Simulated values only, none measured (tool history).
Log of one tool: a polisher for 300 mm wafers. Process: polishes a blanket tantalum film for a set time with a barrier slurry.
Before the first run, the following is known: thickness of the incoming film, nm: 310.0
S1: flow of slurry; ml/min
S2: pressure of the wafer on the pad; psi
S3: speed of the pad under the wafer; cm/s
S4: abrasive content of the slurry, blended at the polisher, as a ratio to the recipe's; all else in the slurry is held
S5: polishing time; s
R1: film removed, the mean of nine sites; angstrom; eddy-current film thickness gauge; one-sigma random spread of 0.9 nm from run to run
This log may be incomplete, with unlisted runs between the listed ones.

run  hour   S1   S2  S3    S4  S5       R1
  1   0.0  155  1.5  76  1.00  88   834.16
  2   7.6  155  1.5  76  1.15  88   877.94
  3  15.3  165  1.6  76  1.15  88   924.20
  4  20.6  165  1.7  76  1.15  88   949.45
  5  28.8  165  1.8  78  1.15  88  1019.70
  6  29.9  165  1.8  78  1.05  88   986.82

Predict the results of run 7:
  7  34.7  165  1.9  80  1.05  88   ?

Run 7 measured R1 1067.00 angstrom.
